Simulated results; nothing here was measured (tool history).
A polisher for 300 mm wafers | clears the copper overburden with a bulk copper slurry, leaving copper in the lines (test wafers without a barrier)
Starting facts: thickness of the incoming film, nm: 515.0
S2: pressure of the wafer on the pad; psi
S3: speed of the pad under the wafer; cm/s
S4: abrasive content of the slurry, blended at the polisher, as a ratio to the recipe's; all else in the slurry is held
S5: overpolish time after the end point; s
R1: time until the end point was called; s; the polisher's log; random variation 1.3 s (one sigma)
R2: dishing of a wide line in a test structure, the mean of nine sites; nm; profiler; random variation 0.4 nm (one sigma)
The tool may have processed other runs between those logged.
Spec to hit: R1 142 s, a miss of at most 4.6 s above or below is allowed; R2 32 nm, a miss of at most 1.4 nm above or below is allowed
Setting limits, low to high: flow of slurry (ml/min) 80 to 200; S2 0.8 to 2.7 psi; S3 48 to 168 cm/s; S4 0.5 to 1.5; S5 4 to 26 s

Run 1, hour 0: flow of slurry (ml/min) 130, S2 1.7 psi, S3 108 cm/s, S4 1, S5 13 s. Result: R1 124.13 s, R2 34.097 nm.
Run 2, hour 1.9: flow of slurry (ml/min) 120, S2 1.7 psi, S3 108 cm/s, S4 1, S5 13 s. Result: R1 128.09 s, R2 34.441 nm.
Run 3, hour 6: flow of slurry (ml/min) 90, S2 1.7 psi, S3 108 cm/s, S4 1, S5 13 s. Result: R1 136.77 s, R2 32.024 nm.
Run 4, hour 7.8: flow of slurry (ml/min) 90, S2 1.3 psi, S3 108 cm/s, S4 1, S5 13 s. Result: R1 176.4 s, R2 25.637 nm.
Run 5, hour 15.3: flow of slurry (ml/min) 110, S2 1.3 psi, S3 108 cm/s, S4 1, S5 13 s. Result: R1 167.78 s, R2 27.046 nm.
Run 6, hour 20.4: flow of slurry (ml/min) 125, S2 1.3 psi, S3 108 cm/s, S4 1, S5 13 s. Result: R1 160.49 s, R2 27.225 nm.
Run 7, hour 26.4: flow of slurry (ml/min) 135, S2 1.3 psi, S3 108 cm/s, S4 1, S5 13 s. Result: R1 160.15 s, R2 27.866 nm.
Run 8, hour 31.1: flow of slurry (ml/min) 160, S2 1.5 psi, S3 108 cm/s, S4 1, S5 13 s. Result: R1 134.79 s, R2 31.65 nm.
Run 9, hour 37: flow of slurry (ml/min) 155, S2 1.5 psi, S3 108 cm/s, S4 1, S5 13 s. Result: R1 135.42 s, R2 31.435 nm.
Run 10, hour 45.9: flow of slurry (ml/min) 150, S2 1.5 psi, S3 108 cm/s, S4 1, S5 13 s. Result: R1 137.41 s, R2 31.842 nm.

Which single option among these 5 for the next run brings every result within its allowed miss of target? Just one does.
Run A, hour 54.8: flow of slurry (ml/min) 155, S2 1.6 psi, S3 106 cm/s, S4 1, S5 12 s. Result: R1 ?, R2 ?.
Run B, hour 54.8: flow of slurry (ml/min) 200, S2 1.3 psi, S3 104 cm/s, S4 1.05, S5 15 s. Result: R1 ?, R2 ?.
Run C, hour 54.8: flow of slurry (ml/min) 130, S2 1.7 psi, S3 100 cm/s, S4 1.1, S5 12 s. Result: R1 ?, R2 ?.
Run D, hour 54.8: flow of slurry (ml/min) 170, S2 1.5 psi, S3 100 cm/s, S4 1, S5 14 s. Result: R1 ?, R2 ?.
Run E, hour 54.8: flow of slurry (ml/min) 145, S2 1.7 psi, S3 86 cm/s, S4 0.9, S5 15 s. Result: R1 ?, R2 ?.

move      R1      R2
   A  127.84  31.464
   B  151.13  32.146
   C  128.44  31.521
   D  140.85  32.673
   E  148.78  33.441
A: the biggest miss grows against the last run
B: pushes the last run's worst result past its target
C: the biggest miss grows against the last run
D: in spec on every target
E: pushes the last run's worst result past its target
The move that meets every target is D.
